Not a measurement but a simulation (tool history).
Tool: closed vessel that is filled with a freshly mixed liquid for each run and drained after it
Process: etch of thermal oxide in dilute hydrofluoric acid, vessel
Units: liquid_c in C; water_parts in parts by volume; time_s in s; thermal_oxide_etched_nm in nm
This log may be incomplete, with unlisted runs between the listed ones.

run 1 hour=0.0 | liquid_c=24.0 water_parts=105 time_s=2035 | thermal_oxide_etched_nm=88.115
run 2 hour=5.2 | liquid_c=24.0 water_parts=105 time_s=2170 | thermal_oxide_etched_nm=93.142
run 3 hour=13.9 | liquid_c=24.0 water_parts=120 time_s=2170 | thermal_oxide_etched_nm=80.485
run 4 hour=22.2 | liquid_c=24.0 water_parts=120 time_s=2170 | thermal_oxide_etched_nm=80.230
run 5 hour=23.2 | liquid_c=24.0 water_parts=140 time_s=2170 | thermal_oxide_etched_nm=67.373
run 6 hour=26.7 | liquid_c=24.0 water_parts=140 time_s=2170 | thermal_oxide_etched_nm=67.531
run 7 hour=30.1 | liquid_c=22.5 water_parts=140 time_s=2170 | thermal_oxide_etched_nm=63.041
-- hour=31.2 thermometer replaced
run 8 hour=31.2 | liquid_c=21.5 water_parts=140 time_s=2170 | thermal_oxide_etched_nm=66.019
run 9 hour=37.9 | liquid_c=21.0 water_parts=145 time_s=2170 | thermal_oxide_etched_nm=62.275

Run 10 comes next. What will it give?
run 10 hour=38.9 | liquid_c=17.0 water_parts=150 time_s=2170 | thermal_oxide_etched_nm=?

{"run 10": {"thermal_oxide_etched_nm": 51.104}}
